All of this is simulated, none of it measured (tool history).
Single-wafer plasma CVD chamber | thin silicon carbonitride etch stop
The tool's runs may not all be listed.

| run | hour | RF power (kW) | deposition time (s) | mean film thickness on the monitor wafer (angstrom) |
|---|---|---|---|---|
| 1 | 0 | 0.245 | 11.5 | 66.488 |
| 2 | 3.5 | 0.275 | 11.5 | 68.801 |
| 3 | 9.7 | 0.26 | 10.8 | 63.696 |
| 4 | 15.4 | 0.245 | 10.3 | 59.497 |
| 5 | 18.7 | 0.235 | 10 | 57.29 |
| 6 | 27.1 | 0.225 | 9.8 | 55.293 |
| 7 | 27.8 | 0.215 | 9.7 | 54.123 |
| 8 | 30.7 | 0.215 | 9.7 | 54.052 |
| 9 | 31.4 | 0.21 | 9.6 | 53.217 |
| 10 | 33.2 | 0.21 | 9.6 | 53.073 |
| 11 | 33.7 | 0.205 | 9.6 | 52.827 |

Run 12 is up next; what results do you expect?
| 12 | 37.1 | 0.2 | 9.6 | ? |

mean film thickness on the monitor wafer (angstrom): 52.599
